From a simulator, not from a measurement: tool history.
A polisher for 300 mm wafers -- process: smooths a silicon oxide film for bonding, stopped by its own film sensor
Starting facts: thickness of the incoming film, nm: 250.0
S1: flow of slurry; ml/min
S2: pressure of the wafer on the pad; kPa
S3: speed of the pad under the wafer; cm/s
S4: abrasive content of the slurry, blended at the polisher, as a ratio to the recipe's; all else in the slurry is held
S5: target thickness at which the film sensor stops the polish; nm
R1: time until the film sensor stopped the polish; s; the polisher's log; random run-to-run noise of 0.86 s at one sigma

run	day	S1	S2	S3	S4	S5	R1
1	0.000	220	9.7	82	1.0	221	82.277
2	0.208	220	11.0	84	1.0	221	71.569
3	0.404	220	11.7	86	1.0	221	66.962
4	0.538	220	12.4	88	1.0	221	62.113
5	0.717	220	13.1	88	1.0	221	60.425
6	0.846	220	13.1	102	1.0	221	54.343

Run 7 comes next. What will it give?
# day 1.154: slurry blender recalibrated
7	1.154	220	13.8	104	1.0	221	?

Logged for run 7: R1 43.870 s.

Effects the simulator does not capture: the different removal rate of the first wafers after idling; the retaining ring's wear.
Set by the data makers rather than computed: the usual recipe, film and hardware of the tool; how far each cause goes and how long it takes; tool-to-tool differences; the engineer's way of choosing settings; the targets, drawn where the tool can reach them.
